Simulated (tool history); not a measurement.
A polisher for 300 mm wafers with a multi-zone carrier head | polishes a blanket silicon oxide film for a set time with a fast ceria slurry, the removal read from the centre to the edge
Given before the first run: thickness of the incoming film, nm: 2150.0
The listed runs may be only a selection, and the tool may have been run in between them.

run  hour  flow of slurry (ml/min)  pressure of the head's centre zone  pressure of the head's middle zone  pressure of the head's edge zone  polishing time (s)  film removed at the wafer's centre (angstrom)  film removed at mid-radius (angstrom)  film removed at the wafer's edge (angstrom)
  1   0.0                      290                                1.00                                1.00                              1.00                  67                                         6647.1                                 6781.1                                       6735.0
  2   7.8                      290                                1.00                                1.00                              1.00                  81                                         7864.8                                 8294.9                                       8151.3
  3  16.7                      290                                1.04                                1.00                              1.00                  81                                         8292.7                                 8080.6                                       8120.8
  4  23.4                      290                                1.04                                1.00                              1.00                  96                                         9752.9                                 9716.4                                       9649.4
  5  28.0                      290                                1.04                                1.01                              0.96                  93                                         9490.3                                 9436.6                                       9225.8
  6  33.9                      290                                1.04                                0.93                              0.96                  93                                         9467.6                                 8923.9                                       9179.5
  7  39.1                      290                                1.04                                0.97                              0.92                  91                                         9294.0                                 9028.7                                       8802.6
  8  44.9                      290                                1.04                                0.99                              0.89                  89                                         8970.8                                 8953.8                                       8520.8
  9  46.6                      290                                1.05                                1.01                              0.87                  87                                         8856.6                                 8934.6                                       8099.5

Estimate the outcome of run 10 from the log above:
 10  51.5                      285                                1.05                                1.01                              0.86                  87                                              ?                                      ?                                            ?

film removed at the wafer's centre (angstrom): 8878.2
film removed at mid-radius (angstrom): 8822.3
film removed at the wafer's edge (angstrom): 8068.5

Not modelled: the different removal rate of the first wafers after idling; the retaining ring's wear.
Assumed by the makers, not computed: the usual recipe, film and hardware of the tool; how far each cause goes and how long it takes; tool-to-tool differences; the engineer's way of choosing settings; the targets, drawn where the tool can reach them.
